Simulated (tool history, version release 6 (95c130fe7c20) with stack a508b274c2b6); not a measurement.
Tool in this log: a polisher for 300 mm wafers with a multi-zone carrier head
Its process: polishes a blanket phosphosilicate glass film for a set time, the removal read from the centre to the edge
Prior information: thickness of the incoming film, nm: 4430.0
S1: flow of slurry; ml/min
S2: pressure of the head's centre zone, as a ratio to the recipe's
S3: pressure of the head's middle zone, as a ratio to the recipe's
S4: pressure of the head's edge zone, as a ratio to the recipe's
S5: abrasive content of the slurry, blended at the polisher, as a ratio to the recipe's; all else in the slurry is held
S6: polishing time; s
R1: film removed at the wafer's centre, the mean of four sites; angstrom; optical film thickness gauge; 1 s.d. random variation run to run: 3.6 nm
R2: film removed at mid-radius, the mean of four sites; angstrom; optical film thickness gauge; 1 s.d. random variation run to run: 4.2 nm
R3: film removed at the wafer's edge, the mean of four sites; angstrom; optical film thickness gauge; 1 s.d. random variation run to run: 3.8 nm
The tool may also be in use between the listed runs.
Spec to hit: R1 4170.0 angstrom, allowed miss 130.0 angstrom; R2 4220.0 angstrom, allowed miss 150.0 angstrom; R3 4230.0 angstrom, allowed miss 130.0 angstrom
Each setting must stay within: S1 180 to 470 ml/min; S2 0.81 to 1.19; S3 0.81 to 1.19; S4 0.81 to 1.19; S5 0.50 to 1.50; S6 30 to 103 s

run,hour,S1,S2,S3,S4,S5,S6,R1,R2,R3
1,0.0,300,1.00,1.00,1.00,1.00,66,5263.8,5206.3,5104.5
2,4.8,300,1.00,1.00,1.00,1.00,51,4119.3,4106.2,3917.6
3,12.2,300,1.00,1.00,1.00,0.85,51,3805.9,3755.7,3712.2
4,19.8,305,1.00,1.01,1.02,0.85,51,3838.8,3843.6,3736.5
5,25.7,310,1.00,1.01,1.04,0.85,51,3821.2,3790.3,3807.9
6,29.5,355,1.00,1.01,1.04,0.85,51,3823.7,3895.0,3807.5
7,36.6,355,1.01,1.02,1.06,0.85,51,3954.0,3906.2,3853.8
8,42.7,355,1.01,1.03,1.08,0.85,51,3918.5,3886.6,3848.1

Consider the 4 candidate settings below. Which is the only one whose results all fall within their allowed miss of target?
A,48.8,295,0.93,0.88,1.19,0.65,63,?,?,?
B,48.8,385,0.97,1.18,0.94,1.00,52,?,?,?
C,48.8,395,0.90,1.17,1.10,0.75,55,?,?,?
D,48.8,340,0.99,1.00,1.07,0.95,53,?,?,?

move,R1,R2,R3
A,3847.5,3807.6,4407.2
B,4135.5,4697.7,3989.7
C,3578.4,4359.0,4017.3
D,4161.5,4170.6,4212.6
A: moves the result that the last run missed by most past its target, out the other side
B: moves away from the targets compared with the last run
C: moves away from the targets compared with the last run
D: all results land within tolerance of their targets
Go with D: it meets all targets.
